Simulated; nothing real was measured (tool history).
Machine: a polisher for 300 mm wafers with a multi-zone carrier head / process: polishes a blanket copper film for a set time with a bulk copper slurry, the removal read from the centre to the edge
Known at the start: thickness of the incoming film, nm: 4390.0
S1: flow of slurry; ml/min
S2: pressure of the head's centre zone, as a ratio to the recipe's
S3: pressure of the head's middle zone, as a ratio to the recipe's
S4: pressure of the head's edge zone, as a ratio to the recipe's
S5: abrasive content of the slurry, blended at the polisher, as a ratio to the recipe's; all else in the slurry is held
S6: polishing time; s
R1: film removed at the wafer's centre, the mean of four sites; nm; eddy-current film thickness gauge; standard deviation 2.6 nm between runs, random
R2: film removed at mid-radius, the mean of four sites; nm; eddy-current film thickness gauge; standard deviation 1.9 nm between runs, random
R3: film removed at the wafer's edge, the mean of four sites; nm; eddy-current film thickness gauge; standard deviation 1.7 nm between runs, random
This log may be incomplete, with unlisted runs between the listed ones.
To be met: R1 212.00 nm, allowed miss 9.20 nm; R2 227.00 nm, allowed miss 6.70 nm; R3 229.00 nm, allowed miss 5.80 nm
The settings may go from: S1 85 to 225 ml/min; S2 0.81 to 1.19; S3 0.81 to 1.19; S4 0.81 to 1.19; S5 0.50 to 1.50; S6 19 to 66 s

run  hour   S1    S2    S3    S4    S5  S6      R1      R2      R3
  1   0.0  145  1.00  1.00  1.00  1.00  42  400.14  395.15  387.08
  2   2.6  135  0.96  0.97  0.96  0.85  38  327.52  338.08  331.65
  3   7.8  135  1.00  0.97  0.96  0.85  38  332.46  328.83  333.46
  4   9.1  130  0.99  0.96  0.93  0.75  35  300.44  300.39  298.82
  5  12.7  125  0.97  0.94  0.91  0.70  33  273.39  274.80  270.17
  6  19.6  115  0.93  0.91  0.90  0.65  33  251.58  255.62  261.69
  7  25.6  110  0.91  0.90  0.88  0.60  33  242.04  251.87  259.52
  8  32.2  110  0.90  0.90  0.87  0.55  32  227.76  241.33  247.89
  9  39.0  105  0.90  0.90  0.85  0.55  32  221.48  235.04  240.25
 10  47.5  100  0.90  0.90  0.84  0.55  32  217.43  233.32  239.10

Exercise: of the 5 proposed moves below, exactly one satisfies all targets within the stated allowed misses. Which move is it?
  A  56.0   90  0.85  0.81  0.89  0.60  33   ?   ?   ?
  B  56.0  100  0.88  0.94  0.81  0.55  32   ?   ?   ?
  C  56.0  130  0.90  0.95  0.81  0.55  31   ?   ?   ?
  D  56.0   90  0.87  0.97  0.81  0.55  33   ?   ?   ?
  E  56.0   95  0.93  0.95  0.89  0.50  31   ?   ?   ?

move      R1      R2      R3
   A  205.05  216.80  249.59
   B  213.14  239.12  235.17
   C  230.27  251.53  239.82
   D  208.01  242.80  236.49
   E  211.64  226.80  232.34
A: moves away from the targets compared with the last run
B: neither nearer nor further off than the last run
C: moves away from the targets compared with the last run
D: moves away from the targets compared with the last run
E: in spec on every target
Correct choice: E, which meets every target
